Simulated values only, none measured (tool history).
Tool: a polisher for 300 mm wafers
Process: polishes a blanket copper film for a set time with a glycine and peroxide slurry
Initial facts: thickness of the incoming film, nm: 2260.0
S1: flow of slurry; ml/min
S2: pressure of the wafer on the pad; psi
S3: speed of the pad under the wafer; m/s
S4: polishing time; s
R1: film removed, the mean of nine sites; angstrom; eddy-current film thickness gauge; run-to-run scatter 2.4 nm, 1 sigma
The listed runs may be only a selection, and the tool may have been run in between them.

Run 1, hour 0.0: S1 140 ml/min, S2 1.8 psi, S3 0.80 m/s, S4 55 s. Result: R1 1940.2 angstrom.
Run 2, hour 8.0: S1 110 ml/min, S2 1.8 psi, S3 0.80 m/s, S4 55 s. Result: R1 1848.8 angstrom.
Run 3, hour 9.2: S1 125 ml/min, S2 2.0 psi, S3 0.80 m/s, S4 55 s. Result: R1 2051.6 angstrom.
Run 4, hour 15.5: S1 125 ml/min, S2 2.0 psi, S3 0.80 m/s, S4 55 s. Result: R1 2051.1 angstrom.
Run 5, hour 19.4: S1 135 ml/min, S2 2.1 psi, S3 0.80 m/s, S4 55 s. Result: R1 2201.8 angstrom.
Run 6, hour 25.6: S1 135 ml/min, S2 2.1 psi, S3 1.00 m/s, S4 55 s. Result: R1 2595.5 angstrom.
Run 7, hour 33.1: S1 140 ml/min, S2 2.1 psi, S3 1.00 m/s, S4 55 s. Result: R1 2590.3 angstrom.

Run 8, settings as shown, results not yet in. Your forecast:
Run 8, hour 33.8: S1 145 ml/min, S2 2.1 psi, S3 1.00 m/s, S4 55 s. Result: R1 ?.

R1: 2620.9 angstrom
